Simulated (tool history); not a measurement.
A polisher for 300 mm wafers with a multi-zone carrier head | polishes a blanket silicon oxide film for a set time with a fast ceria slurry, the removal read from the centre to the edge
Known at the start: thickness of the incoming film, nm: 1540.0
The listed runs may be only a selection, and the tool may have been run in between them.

run	hour	flow of slurry (ml/min)	pressure of the head's centre zone	pressure of the head's middle zone	pressure of the head's edge zone	polishing time (s)	film removed at the wafer's centre (Å)	film removed at mid-radius (Å)	film removed at the wafer's edge (Å)
1	0	145	1	1	1	29	6254.9	6484.3	6294
2	2.2	165	1	1	1	29	6493.1	6461.8	6329.3
3	9.4	165	1	0.92	1	29	6463.4	6029.1	6486.9
4	13.4	165	1.01	0.91	0.97	28	6304.5	5723.4	6164.1
5	19.1	160	1.02	0.9	0.94	27	6055.3	5395.5	5956.8
6	23.6	160	1.02	0.84	0.94	27	6168.2	5138.1	5798

Estimate the outcome of run 7 from the log above:
7	29.1	150	1.02	0.84	0.91	27	?	?	?

For run 7 the tool returned film removed at the wafer's centre (Å) 6065.6, film removed at mid-radius (Å) 5136.9, film removed at the wafer's edge (Å) 5788.1.

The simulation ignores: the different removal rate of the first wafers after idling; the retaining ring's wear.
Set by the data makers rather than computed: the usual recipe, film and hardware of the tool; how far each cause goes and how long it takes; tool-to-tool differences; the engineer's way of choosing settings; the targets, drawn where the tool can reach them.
